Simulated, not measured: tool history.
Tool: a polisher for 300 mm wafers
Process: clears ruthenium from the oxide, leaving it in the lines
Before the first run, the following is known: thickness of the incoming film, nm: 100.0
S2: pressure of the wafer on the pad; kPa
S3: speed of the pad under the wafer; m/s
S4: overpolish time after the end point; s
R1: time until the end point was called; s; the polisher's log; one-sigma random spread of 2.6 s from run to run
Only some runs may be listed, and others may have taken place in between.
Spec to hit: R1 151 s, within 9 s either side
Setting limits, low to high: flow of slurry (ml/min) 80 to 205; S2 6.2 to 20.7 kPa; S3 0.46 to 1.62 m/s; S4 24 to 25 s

run 1 hour=0 | flow_of_slurry_(ml/min)=135 S2=13.1 S3=1.04 S4=24 | R1=82.722
run 2 hour=1.7 | flow_of_slurry_(ml/min)=135 S2=13.1 S3=1.04 S4=24 | R1=82.677
run 3 hour=6.3 | flow_of_slurry_(ml/min)=135 S2=13.1 S3=1.04 S4=25 | R1=84.603
run 4 hour=9.4 | flow_of_slurry_(ml/min)=135 S2=11.7 S3=1.02 S4=25 | R1=95.444
run 5 hour=11.9 | flow_of_slurry_(ml/min)=135 S2=11.7 S3=1.02 S4=25 | R1=93.692
run 6 hour=18 | flow_of_slurry_(ml/min)=135 S2=10.3 S3=1 S4=25 | R1=112
run 7 hour=24.2 | flow_of_slurry_(ml/min)=135 S2=9.7 S3=1 S4=25 | R1=114.26
run 8 hour=28 | flow_of_slurry_(ml/min)=130 S2=6.2 S3=0.92 S4=25 | R1=189.36
run 9 hour=33.8 | flow_of_slurry_(ml/min)=135 S2=6.9 S3=0.92 S4=25 | R1=176.46
run 10 hour=35.8 | flow_of_slurry_(ml/min)=135 S2=6.9 S3=0.92 S4=25 | R1=172.47
run 11 hour=44.7 | flow_of_slurry_(ml/min)=140 S2=6.9 S3=0.92 S4=25 | R1=166.77
run 12 hour=51.3 | flow_of_slurry_(ml/min)=145 S2=6.9 S3=0.92 S4=25 | R1=172.3

Pick the move, out of 4, that brings all results within their allowed miss; only one does.
run A hour=57.9 | flow_of_slurry_(ml/min)=140 S2=7.6 S3=0.8 S4=24 | R1=?
run B hour=57.9 | flow_of_slurry_(ml/min)=145 S2=8.3 S3=0.74 S4=24 | R1=?
run C hour=57.9 | flow_of_slurry_(ml/min)=130 S2=6.2 S3=0.98 S4=25 | R1=?
run D hour=57.9 | flow_of_slurry_(ml/min)=140 S2=8.3 S3=0.88 S4=24 | R1=?

move=A R1=179.09
move=B R1=176.74
move=C R1=180.01
move=D R1=150.41
A: moves away from the targets compared with the last run
B: moves away from the targets compared with the last run
C: moves away from the targets compared with the last run
D: all results land within tolerance of their targets
The move that meets every target is D.

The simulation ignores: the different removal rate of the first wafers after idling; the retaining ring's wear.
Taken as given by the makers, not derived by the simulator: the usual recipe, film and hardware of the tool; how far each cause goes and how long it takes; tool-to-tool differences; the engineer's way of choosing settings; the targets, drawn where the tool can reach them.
